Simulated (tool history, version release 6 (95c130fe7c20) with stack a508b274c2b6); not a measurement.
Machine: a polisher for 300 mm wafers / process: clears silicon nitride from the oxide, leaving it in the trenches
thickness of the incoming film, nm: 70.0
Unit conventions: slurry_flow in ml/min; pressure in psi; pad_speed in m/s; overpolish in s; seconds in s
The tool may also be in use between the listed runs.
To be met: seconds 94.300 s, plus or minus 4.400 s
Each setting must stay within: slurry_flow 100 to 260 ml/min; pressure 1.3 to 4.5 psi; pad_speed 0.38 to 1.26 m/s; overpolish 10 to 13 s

| run | hour | slurry_flow | pressure | pad_speed | overpolish | seconds |
|---|---|---|---|---|---|---|
| 1 | 0.0 | 165 | 2.9 | 0.82 | 13 | 82.480 |
| 2 | 5.6 | 165 | 2.8 | 0.82 | 13 | 86.261 |
| 3 | 14.2 | 130 | 2.8 | 0.82 | 13 | 91.452 |
| 4 | 18.3 | 130 | 3.2 | 0.82 | 13 | 78.760 |
| 5 | 23.2 | 130 | 3.7 | 0.82 | 13 | 68.455 |
| 6 | 29.3 | 170 | 3.7 | 0.82 | 13 | 64.943 |
| 7 | 31.3 | 170 | 3.5 | 0.82 | 13 | 69.235 |
|  | 33.3 | worn pad replaced by a new one |
| 8 | 33.3 | 170 | 3.3 | 0.82 | 13 | 67.814 |
| 9 | 39.1 | 170 | 3.3 | 0.82 | 13 | 66.168 |
| 10 | 40.7 | 160 | 3.2 | 0.82 | 13 | 70.100 |
| 11 | 44.6 | 155 | 3.1 | 0.82 | 13 | 71.302 |
| 12 | 53.2 | 150 | 3.0 | 0.82 | 13 | 75.852 |

Which of these 4 next moves meets every target?
| A | 61.8 | 170 | 2.9 | 0.94 | 13 | ? |
| B | 61.8 | 145 | 2.9 | 0.66 | 10 | ? |
| C | 61.8 | 160 | 3.0 | 0.90 | 13 | ? |
| D | 61.8 | 145 | 3.5 | 0.96 | 13 | ? |

| move | seconds |
|---|---|
| A | 66.535 |
| B | 96.479 |
| C | 67.871 |
| D | 55.889 |
A: further off than the last run
B: meets every target
C: further off than the last run
D: further off than the last run
Move B is the one to make.
